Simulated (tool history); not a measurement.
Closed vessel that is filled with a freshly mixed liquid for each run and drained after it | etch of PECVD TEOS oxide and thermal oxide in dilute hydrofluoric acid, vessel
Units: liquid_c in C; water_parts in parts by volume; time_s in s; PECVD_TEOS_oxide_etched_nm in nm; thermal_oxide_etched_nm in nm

Run 1, day 0.000: liquid_c 25.0 C, water_parts 75 parts by volume, time_s 165 s. Result: PECVD_TEOS_oxide_etched_nm 37.590 nm, thermal_oxide_etched_nm 10.719 nm.
Run 2, day 0.262: liquid_c 26.0 C, water_parts 70 parts by volume, time_s 165 s. Result: PECVD_TEOS_oxide_etched_nm 42.756 nm, thermal_oxide_etched_nm 12.006 nm.
Run 3, day 0.396: liquid_c 27.0 C, water_parts 65 parts by volume, time_s 165 s. Result: PECVD_TEOS_oxide_etched_nm 47.821 nm, thermal_oxide_etched_nm 13.651 nm.
Run 4, day 0.579: liquid_c 28.0 C, water_parts 60 parts by volume, time_s 165 s. Result: PECVD_TEOS_oxide_etched_nm 54.157 nm, thermal_oxide_etched_nm 15.500 nm.
Run 5, day 0.879: liquid_c 28.0 C, water_parts 50 parts by volume, time_s 165 s. Result: PECVD_TEOS_oxide_etched_nm 65.852 nm, thermal_oxide_etched_nm 18.461 nm.
Run 6, day 1.000: liquid_c 28.0 C, water_parts 50 parts by volume, time_s 230 s. Result: PECVD_TEOS_oxide_etched_nm 93.322 nm, thermal_oxide_etched_nm 26.491 nm.
Run 7, day 1.271: liquid_c 27.5 C, water_parts 50 parts by volume, time_s 230 s. Result: PECVD_TEOS_oxide_etched_nm 90.752 nm, thermal_oxide_etched_nm 25.319 nm.
Run 8, day 1.317: liquid_c 27.0 C, water_parts 50 parts by volume, time_s 230 s. Result: PECVD_TEOS_oxide_etched_nm 89.205 nm, thermal_oxide_etched_nm 25.496 nm.

Run 9 comes next. What will it give?
Run 9, day 1.500: liquid_c 26.5 C, water_parts 50 parts by volume, time_s 230 s. Result: PECVD_TEOS_oxide_etched_nm ?, thermal_oxide_etched_nm ?.

Run 9 gave PECVD_TEOS_oxide_etched_nm 86.248 nm, thermal_oxide_etched_nm 25.276 nm.
